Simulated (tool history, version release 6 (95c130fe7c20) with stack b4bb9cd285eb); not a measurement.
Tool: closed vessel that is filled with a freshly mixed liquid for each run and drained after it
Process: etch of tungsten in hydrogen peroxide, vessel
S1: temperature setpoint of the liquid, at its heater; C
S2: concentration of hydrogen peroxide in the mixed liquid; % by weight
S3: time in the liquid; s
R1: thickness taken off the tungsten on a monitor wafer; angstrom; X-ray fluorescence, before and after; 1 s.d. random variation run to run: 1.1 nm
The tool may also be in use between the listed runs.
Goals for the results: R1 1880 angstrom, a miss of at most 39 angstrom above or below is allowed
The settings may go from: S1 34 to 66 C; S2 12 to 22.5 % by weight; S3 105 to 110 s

{"run": 1, "hour": 0.0, "S1": 50, "S2": 15.5, "S3": 105, "R1": 1329.5}
{"run": 2, "hour": 3.5, "S1": 52, "S2": 15.5, "S3": 105, "R1": 1493.3}
{"run": 3, "hour": 4.3, "S1": 52, "S2": 12.5, "S3": 105, "R1": 1343.6}
{"run": 4, "hour": 12.9, "S1": 54, "S2": 12.5, "S3": 105, "R1": 1511.5}
{"run": 5, "hour": 19.0, "S1": 55, "S2": 12.5, "S3": 105, "R1": 1591.6}
{"run": 6, "hour": 23.3, "S1": 56, "S2": 12.5, "S3": 105, "R1": 1711.9}
{"run": 7, "hour": 26.1, "S1": 56, "S2": 12.5, "S3": 105, "R1": 1705.8}
{"run": 8, "hour": 33.2, "S1": 56.5, "S2": 12.5, "S3": 105, "R1": 1752.8}
{"run": 9, "hour": 40.5, "S1": 56.5, "S2": 12.5, "S3": 105, "R1": 1744.1}
{"run": 10, "hour": 47.2, "S1": 57, "S2": 12.5, "S3": 105, "R1": 1813.3}

Exercise: of the 5 proposed moves below, exactly one satisfies all targets within the stated allowed misses. Which move is it?
{"run": "A", "hour": 53.9, "S1": 57, "S2": 13.5, "S3": 110, "R1": "?"}
{"run": "B", "hour": 53.9, "S1": 57, "S2": 12, "S3": 105, "R1": "?"}
{"run": "C", "hour": 53.9, "S1": 55, "S2": 14.5, "S3": 105, "R1": "?"}
{"run": "D", "hour": 53.9, "S1": 57.5, "S2": 13, "S3": 105, "R1": "?"}
{"run": "E", "hour": 53.9, "S1": 56, "S2": 12, "S3": 110, "R1": "?"}

move=A R1=1964.9
move=B R1=1768.3
move=C R1=1727.7
move=D R1=1895.1
move=E R1=1746.8
A: the result that was furthest off in the last run now lies on the other side of its target
B: lands further from the targets than the last run did
C: lands further from the targets than the last run did
D: meets every target
E: lands further from the targets than the last run did
Go with D: it meets all targets.

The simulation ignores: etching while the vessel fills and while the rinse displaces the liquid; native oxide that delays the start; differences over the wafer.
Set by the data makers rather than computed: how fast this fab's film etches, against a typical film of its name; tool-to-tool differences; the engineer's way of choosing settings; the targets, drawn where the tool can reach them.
